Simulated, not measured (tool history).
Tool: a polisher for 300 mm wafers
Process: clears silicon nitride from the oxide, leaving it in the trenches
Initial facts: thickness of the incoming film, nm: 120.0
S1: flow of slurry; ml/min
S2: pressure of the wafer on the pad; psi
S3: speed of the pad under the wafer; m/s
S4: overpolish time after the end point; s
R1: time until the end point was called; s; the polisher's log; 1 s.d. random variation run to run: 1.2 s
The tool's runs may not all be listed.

| run | hour | S1 | S2 | S3 | S4 | R1 |
|---|---|---|---|---|---|---|
| 1 | 0 | 310 | 2.9 | 0.8 | 48 | 179.55 |
| 2 | 5 | 310 | 2.5 | 0.8 | 48 | 203.98 |
| 3 | 7.3 | 310 | 2.5 | 0.9 | 48 | 184.2 |
| 4 | 8.7 | 310 | 2.7 | 0.9 | 48 | 173.75 |
| 5 | 12.1 | 310 | 2.9 | 0.9 | 48 | 159.37 |
| 6 | 20.5 | 310 | 3.5 | 0.9 | 48 | 136.17 |
| 7 | 23 | 310 | 3.6 | 0.9 | 48 | 132.16 |
| 8 | 27.6 | 310 | 3.7 | 0.9 | 48 | 129.02 |

Estimate the outcome of run 9 from the log above:
| 9 | 28.3 | 310 | 3.8 | 0.9 | 48 | ? |

{"run 9": {"R1": 123.92}}

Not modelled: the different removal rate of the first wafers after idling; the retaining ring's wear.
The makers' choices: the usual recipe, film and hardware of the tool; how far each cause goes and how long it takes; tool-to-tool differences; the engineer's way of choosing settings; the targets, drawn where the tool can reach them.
